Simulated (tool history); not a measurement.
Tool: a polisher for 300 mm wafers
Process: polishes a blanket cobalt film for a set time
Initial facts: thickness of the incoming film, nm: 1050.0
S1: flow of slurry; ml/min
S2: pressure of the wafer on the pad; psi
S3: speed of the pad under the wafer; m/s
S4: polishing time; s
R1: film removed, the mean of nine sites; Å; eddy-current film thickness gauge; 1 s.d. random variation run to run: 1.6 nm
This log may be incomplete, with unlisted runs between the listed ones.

| run | day | S1 | S2 | S3 | S4 | R1 |
|---|---|---|---|---|---|---|
| 1 | 0.000 | 295 | 1.4 | 1.06 | 60 | 1805.4 |
| 2 | 0.196 | 295 | 1.4 | 1.06 | 64 | 1969.8 |
| 3 | 0.238 | 295 | 1.4 | 1.28 | 64 | 2346.1 |
| 4 | 0.588 | 295 | 1.4 | 1.42 | 64 | 2554.0 |
| 5 | 0.750 | 295 | 1.2 | 1.42 | 64 | 2242.2 |
| 6 | 1.033 | 295 | 1.4 | 1.42 | 64 | 2588.0 |
| 7 | 1.088 | 295 | 1.3 | 1.34 | 64 | 2332.1 |
| 8 | 1.254 | 295 | 1.2 | 1.24 | 64 | 1908.9 |

What does the tool deliver on the next run?
| 9 | 1.300 | 295 | 0.8 | 1.12 | 64 | ? |

R1: 1180.0 Å
